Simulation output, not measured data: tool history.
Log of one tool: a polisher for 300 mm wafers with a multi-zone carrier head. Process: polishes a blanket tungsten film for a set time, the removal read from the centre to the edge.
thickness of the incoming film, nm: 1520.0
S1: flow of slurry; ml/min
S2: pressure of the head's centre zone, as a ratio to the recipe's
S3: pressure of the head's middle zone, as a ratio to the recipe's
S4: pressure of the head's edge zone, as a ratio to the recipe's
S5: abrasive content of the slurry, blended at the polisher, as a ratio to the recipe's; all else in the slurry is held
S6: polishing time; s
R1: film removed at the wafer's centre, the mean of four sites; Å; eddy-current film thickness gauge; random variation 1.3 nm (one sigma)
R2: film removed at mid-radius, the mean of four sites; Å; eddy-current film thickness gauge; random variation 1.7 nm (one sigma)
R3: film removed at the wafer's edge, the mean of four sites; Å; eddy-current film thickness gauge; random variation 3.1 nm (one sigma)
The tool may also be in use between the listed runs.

run 1 hour=0.0 | S1=130 S2=1.00 S3=1.00 S4=1.00 S5=1.00 S6=42 | R1=4081.8 R2=3968.5 R3=4164.0
run 2 hour=1.7 | S1=130 S2=1.00 S3=1.00 S4=1.00 S5=1.00 S6=33 | R1=3185.3 R2=3152.1 R3=3349.4
run 3 hour=8.2 | S1=160 S2=1.00 S3=1.00 S4=1.00 S5=1.00 S6=33 | R1=3382.5 R2=3332.0 R3=3428.2
run 4 hour=13.2 | S1=160 S2=1.00 S3=1.00 S4=1.00 S5=1.00 S6=23 | R1=2346.8 R2=2291.2 R3=2341.9
run 5 hour=19.4 | S1=160 S2=1.06 S3=1.00 S4=1.00 S5=1.00 S6=23 | R1=2481.3 R2=2309.9 R3=2340.6
run 6 hour=21.1 | S1=140 S2=1.05 S3=0.96 S4=1.01 S5=1.00 S6=23 | R1=2353.9 R2=2227.3 R3=2336.4
run 7 hour=25.1 | S1=130 S2=1.08 S3=0.91 S4=1.06 S5=0.95 S6=23 | R1=2379.8 R2=2046.5 R3=2397.1
run 8 hour=27.2 | S1=120 S2=1.07 S3=0.89 S4=1.04 S5=0.90 S6=23 | R1=2271.3 R2=2011.1 R3=2308.6
run 9 hour=34.9 | S1=90 S2=1.07 S3=0.81 S4=1.08 S5=0.90 S6=23 | R1=2057.2 R2=1735.6 R3=2128.1

Run 10 comes next. What will it give?
run 10 hour=39.0 | S1=95 S2=1.07 S3=0.82 S4=1.09 S5=0.90 S6=23 | R1=? R2=? R3=?

Run 10 gave R1 2100.0 Å, R2 1737.6 Å, R3 2235.9 Å.
